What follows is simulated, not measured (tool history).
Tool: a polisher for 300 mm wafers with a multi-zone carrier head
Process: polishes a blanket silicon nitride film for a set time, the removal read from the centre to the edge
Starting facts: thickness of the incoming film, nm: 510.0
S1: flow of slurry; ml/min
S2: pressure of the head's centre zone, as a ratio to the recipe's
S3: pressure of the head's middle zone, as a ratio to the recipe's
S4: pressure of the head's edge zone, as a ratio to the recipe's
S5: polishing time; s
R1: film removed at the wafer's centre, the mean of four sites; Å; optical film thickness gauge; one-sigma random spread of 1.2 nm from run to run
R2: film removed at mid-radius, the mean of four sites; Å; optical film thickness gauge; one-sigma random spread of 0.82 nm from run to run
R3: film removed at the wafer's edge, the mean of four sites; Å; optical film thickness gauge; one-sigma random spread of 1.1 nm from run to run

{"run": 1, "hour": 0.0, "S1": 255, "S2": 1.0, "S3": 1.0, "S4": 1.0, "S5": 65, "R1": 1204.5, "R2": 1225.3, "R3": 1220.5}
{"run": 2, "hour": 1.3, "S1": 255, "S2": 1.0, "S3": 0.99, "S4": 0.98, "S5": 62, "R1": 1146.1, "R2": 1146.0, "R3": 1150.1}
{"run": 3, "hour": 8.5, "S1": 255, "S2": 1.0, "S3": 0.99, "S4": 0.93, "S5": 62, "R1": 1153.6, "R2": 1132.1, "R3": 1107.5}
{"run": 4, "hour": 10.9, "S1": 255, "S2": 0.99, "S3": 0.99, "S4": 0.91, "S5": 61, "R1": 1095.1, "R2": 1120.1, "R3": 1109.8}
{"run": 5, "hour": 12.4, "S1": 255, "S2": 0.99, "S3": 0.99, "S4": 0.82, "S5": 61, "R1": 1126.2, "R2": 1115.7, "R3": 1069.1}
{"run": 6, "hour": 21.1, "S1": 255, "S2": 0.99, "S3": 0.99, "S4": 0.82, "S5": 59, "R1": 1089.3, "R2": 1065.3, "R3": 1023.8}
{"run": 7, "hour": 25.1, "S1": 240, "S2": 0.98, "S3": 0.99, "S4": 0.81, "S5": 50, "R1": 909.17, "R2": 908.73, "R3": 860.63}
{"run": 8, "hour": 29.4, "S1": 245, "S2": 0.98, "S3": 0.99, "S4": 0.82, "S5": 50, "R1": 904.72, "R2": 931.68, "R3": 875.23}

Expected results for the next run?
{"run": 9, "hour": 35.8, "S1": 250, "S2": 0.98, "S3": 0.99, "S4": 0.82, "S5": 50, "R1": "?", "R2": "?", "R3": "?"}

R1: 905.06 Å
R2: 911.21 Å
R3: 882.84 Å
